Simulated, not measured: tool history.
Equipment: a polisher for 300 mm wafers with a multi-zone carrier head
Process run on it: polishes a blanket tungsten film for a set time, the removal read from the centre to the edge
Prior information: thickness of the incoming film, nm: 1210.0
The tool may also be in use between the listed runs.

run    day  flow of slurry (ml/min)  pressure of the head's centre zone  pressure of the head's middle zone  pressure of the head's edge zone  abrasive content of the slurry  polishing time (s)  film removed at the wafer's centre (angstrom)  film removed at mid-radius (angstrom)  film removed at the wafer's edge (angstrom)
  1      0                      275                                   1                                   1                                 1                               1                  39                                           1848                                   1949                                       1833.6
  2  0.025                      275                                0.99                                0.97                              0.96                            0.85                  36                                         1619.6                                 1716.7                                       1564.9
  3  0.054                      275                                1.06                                0.97                              0.96                            0.85                  36                                         1731.5                                   1691                                       1586.8
  4   0.15                      275                                1.06                                0.97                              0.92                            0.85                  36                                         1751.8                                 1704.8                                       1545.1
  5  0.454                      275                                1.06                                0.97                              0.87                            0.85                  36                                         1737.9                                 1705.7                                       1537.6
  6  0.604                      265                                1.02                                0.93                              0.87                            0.75                  35                                         1595.9                                 1602.5                                       1460.1
  7  0.675                      260                                   1                                 0.9                              0.88                            0.65                  34                                         1446.1                                 1464.8                                       1347.3
  8  0.971                      255                                0.98                                0.88                              0.88                             0.6                  34                                         1415.7                                 1405.7                                       1345.1
  9  1.167                      255                                0.97                                0.87                              0.87                            0.55                  34                                         1354.2                                 1381.1                                       1346.4

What will run 10 give?
 10  1.288                      250                                0.97                                0.87                              0.85                            0.55                  33                                              ?                                      ?                                            ?

film removed at the wafer's centre (angstrom): 1321.9
film removed at mid-radius (angstrom): 1351.6
film removed at the wafer's edge (angstrom): 1273.9

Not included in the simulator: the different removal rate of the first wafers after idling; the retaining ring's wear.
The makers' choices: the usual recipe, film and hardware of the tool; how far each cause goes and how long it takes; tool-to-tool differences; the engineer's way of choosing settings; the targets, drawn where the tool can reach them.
